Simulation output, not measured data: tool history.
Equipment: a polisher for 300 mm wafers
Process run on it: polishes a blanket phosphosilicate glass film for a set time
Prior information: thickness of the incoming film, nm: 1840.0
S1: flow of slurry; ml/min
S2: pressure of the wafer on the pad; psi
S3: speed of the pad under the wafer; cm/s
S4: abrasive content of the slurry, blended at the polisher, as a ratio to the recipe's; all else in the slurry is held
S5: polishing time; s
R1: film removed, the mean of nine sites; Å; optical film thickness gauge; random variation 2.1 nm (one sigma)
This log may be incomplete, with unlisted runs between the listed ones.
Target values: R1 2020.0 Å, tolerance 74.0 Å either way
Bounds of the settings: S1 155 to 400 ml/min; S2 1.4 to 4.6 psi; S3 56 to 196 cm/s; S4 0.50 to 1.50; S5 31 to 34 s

run 1 day=0.000 | S1=255 S2=3.0 S3=126 S4=1.00 S5=34 | R1=3719.4
run 2 day=0.350 | S1=255 S2=2.8 S3=124 S4=1.00 S5=34 | R1=3402.4
run 3 day=0.442 | S1=255 S2=2.6 S3=124 S4=1.00 S5=34 | R1=3170.4
run 4 day=0.750 | S1=255 S2=2.4 S3=124 S4=1.00 S5=34 | R1=2987.9
run 5 day=0.842 | S1=255 S2=2.4 S3=124 S4=1.00 S5=31 | R1=2680.9
run 6 day=1.000 | S1=255 S2=2.4 S3=124 S4=1.00 S5=31 | R1=2721.9
run 7 day=1.275 | S1=255 S2=2.3 S3=124 S4=1.00 S5=31 | R1=2575.1
run 8 day=1.425 | S1=255 S2=1.6 S3=122 S4=1.00 S5=31 | R1=1796.4
run 9 day=1.488 | S1=255 S2=1.7 S3=122 S4=1.00 S5=31 | R1=1884.6

Which of these 4 next moves meets every target?
run A day=1.550 | S1=305 S2=1.5 S3=124 S4=1.10 S5=34 | R1=?
run B day=1.550 | S1=210 S2=1.9 S3=156 S4=0.55 S5=31 | R1=?
run C day=1.550 | S1=240 S2=1.7 S3=120 S4=0.95 S5=31 | R1=?
run D day=1.550 | S1=345 S2=1.6 S3=110 S4=1.00 S5=31 | R1=?

move=A R1=1961.0
move=B R1=1733.7
move=C R1=1815.4
move=D R1=1708.3
A: every result within its allowed miss
B: misses by more than the last run did
C: misses by more than the last run did
D: misses by more than the last run did
Go with A: it meets all targets.

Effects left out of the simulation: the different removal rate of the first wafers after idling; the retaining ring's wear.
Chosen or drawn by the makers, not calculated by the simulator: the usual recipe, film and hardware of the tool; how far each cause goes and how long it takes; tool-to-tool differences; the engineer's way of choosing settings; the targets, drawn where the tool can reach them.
